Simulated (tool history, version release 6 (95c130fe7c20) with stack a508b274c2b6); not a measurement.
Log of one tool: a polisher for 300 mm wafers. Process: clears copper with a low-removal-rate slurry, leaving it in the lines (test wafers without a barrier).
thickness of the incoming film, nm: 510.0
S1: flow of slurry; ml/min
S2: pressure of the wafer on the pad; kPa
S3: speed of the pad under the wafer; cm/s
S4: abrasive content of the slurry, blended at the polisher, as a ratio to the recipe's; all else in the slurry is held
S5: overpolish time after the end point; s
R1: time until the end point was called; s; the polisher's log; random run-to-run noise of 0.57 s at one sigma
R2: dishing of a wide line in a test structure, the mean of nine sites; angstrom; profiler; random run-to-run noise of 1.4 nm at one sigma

run	hour	S1	S2	S3	S4	S5	R1	R2
1	0	160	28.3	130	1	27	100.42	764.97
2	2.2	160	28.3	130	1.1	27	98.469	774.76
3	5.7	135	28.3	130	1.1	27	99.672	774.03
4	9.9	135	30.3	130	1.1	26	93.571	796.59
5	18	140	32.4	130	1.1	25	88.068	829.55
6	19.8	100	32.4	130	1.1	25	90.197	793.01
7	23.7	105	33.8	130	1.1	24	88.116	803.98

Run 8 has not been measured yet. What should we expect?
8	30.5	115	35.2	130	1.1	23	?	?

R1: 81.72 s
R2: 775.57 angstrom

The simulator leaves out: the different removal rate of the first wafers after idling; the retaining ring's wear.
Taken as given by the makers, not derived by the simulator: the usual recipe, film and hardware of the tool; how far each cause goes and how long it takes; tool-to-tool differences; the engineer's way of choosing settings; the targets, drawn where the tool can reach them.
